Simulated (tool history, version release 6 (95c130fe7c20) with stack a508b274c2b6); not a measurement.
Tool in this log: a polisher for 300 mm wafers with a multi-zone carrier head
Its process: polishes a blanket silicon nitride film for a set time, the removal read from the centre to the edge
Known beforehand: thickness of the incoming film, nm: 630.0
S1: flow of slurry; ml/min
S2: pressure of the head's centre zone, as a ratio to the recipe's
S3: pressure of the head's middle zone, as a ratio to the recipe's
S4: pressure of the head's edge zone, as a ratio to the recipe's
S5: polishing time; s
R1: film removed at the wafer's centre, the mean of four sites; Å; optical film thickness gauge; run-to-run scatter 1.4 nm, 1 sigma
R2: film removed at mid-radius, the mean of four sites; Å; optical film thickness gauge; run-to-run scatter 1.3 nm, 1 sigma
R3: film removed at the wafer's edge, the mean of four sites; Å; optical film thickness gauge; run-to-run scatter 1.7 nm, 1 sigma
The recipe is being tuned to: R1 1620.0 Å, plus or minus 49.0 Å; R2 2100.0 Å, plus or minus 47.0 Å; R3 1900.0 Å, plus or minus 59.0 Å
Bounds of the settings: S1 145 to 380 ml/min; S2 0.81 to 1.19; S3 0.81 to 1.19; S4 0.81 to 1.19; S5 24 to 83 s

| run | hour | S1 | S2 | S3 | S4 | S5 | R1 | R2 | R3 |
|---|---|---|---|---|---|---|---|---|---|
| 1 | 0.0 | 245 | 1.00 | 1.00 | 1.00 | 53 | 1289.6 | 1258.4 | 1289.4 |
| 2 | 7.2 | 260 | 0.98 | 1.04 | 1.03 | 57 | 1359.6 | 1403.5 | 1413.9 |
| 3 | 10.9 | 260 | 0.98 | 1.04 | 1.03 | 71 | 1698.3 | 1742.3 | 1748.5 |
| 4 | 11.7 | 260 | 0.98 | 0.98 | 1.03 | 71 | 1706.6 | 1670.4 | 1736.5 |
| 5 | 14.5 | 260 | 0.98 | 0.98 | 0.98 | 71 | 1717.6 | 1681.7 | 1737.2 |
| 6 | 21.5 | 205 | 0.98 | 0.98 | 0.98 | 71 | 1650.2 | 1642.8 | 1631.0 |
| 7 | 23.3 | 230 | 0.96 | 1.03 | 0.98 | 71 | 1643.3 | 1717.5 | 1693.5 |
| 8 | 32.0 | 240 | 0.94 | 1.07 | 0.97 | 72 | 1643.4 | 1792.9 | 1710.9 |

4 next moves are on the table. One of them brings every result within its allowed miss. Which?
| A | 40.7 | 250 | 1.05 | 0.92 | 0.93 | 66 | ? | ? | ? |
| B | 40.7 | 240 | 0.84 | 1.13 | 0.98 | 80 | ? | ? | ? |
| C | 40.7 | 215 | 0.92 | 1.09 | 0.98 | 76 | ? | ? | ? |
| D | 40.7 | 185 | 1.11 | 1.14 | 0.85 | 65 | ? | ? | ? |

| move | R1 | R2 | R3 |
|---|---|---|---|
| A | 1715.6 | 1471.0 | 1555.4 |
| B | 1653.2 | 2113.1 | 1919.5 |
| C | 1691.3 | 1915.4 | 1803.4 |
| D | 1700.0 | 1659.1 | 1416.9 |
A: moves away from the targets compared with the last run
B: every result lands within tolerance
C: moves toward the targets from the last run without getting all of them in spec
D: moves away from the targets compared with the last run
B meets every target.
